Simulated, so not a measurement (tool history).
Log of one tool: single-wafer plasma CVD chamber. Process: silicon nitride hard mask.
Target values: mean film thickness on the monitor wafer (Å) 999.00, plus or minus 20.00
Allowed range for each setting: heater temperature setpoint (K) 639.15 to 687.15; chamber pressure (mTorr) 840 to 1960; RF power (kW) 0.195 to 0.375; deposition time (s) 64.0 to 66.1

run	hour	heater temperature setpoint (K)	chamber pressure (mTorr)	RF power (kW)	deposition time (s)	mean film thickness on the monitor wafer (Å)
1	0.0	663.15	1400	0.285	64.0	791.38
2	1.0	663.15	1260	0.285	64.0	754.84
3	9.4	663.15	1150	0.285	64.0	721.88
4	15.7	663.15	900	0.285	64.0	619.73
5	21.1	663.15	1190	0.290	64.0	747.69
6	27.6	663.15	1190	0.325	64.0	824.86
7	29.9	663.15	1320	0.325	64.0	867.61
8	37.3	663.15	1420	0.325	64.0	890.99

Consider the 4 candidate settings below. Which is the only one whose results all fall within their allowed miss of target?
A	44.7	653.15	1360	0.295	64.0	?
B	44.7	658.15	1540	0.340	66.1	?
C	44.7	656.15	1420	0.335	66.1	?
D	44.7	654.15	1170	0.365	66.1	?

move	mean film thickness on the monitor wafer (Å)
A	809.79
B	995.83
C	952.45
D	935.35
A: further off than the last run
B: every result within its allowed miss
C: closer than the last run, but not yet in spec
D: closer than the last run, but not yet in spec
Correct choice: B, which meets every target

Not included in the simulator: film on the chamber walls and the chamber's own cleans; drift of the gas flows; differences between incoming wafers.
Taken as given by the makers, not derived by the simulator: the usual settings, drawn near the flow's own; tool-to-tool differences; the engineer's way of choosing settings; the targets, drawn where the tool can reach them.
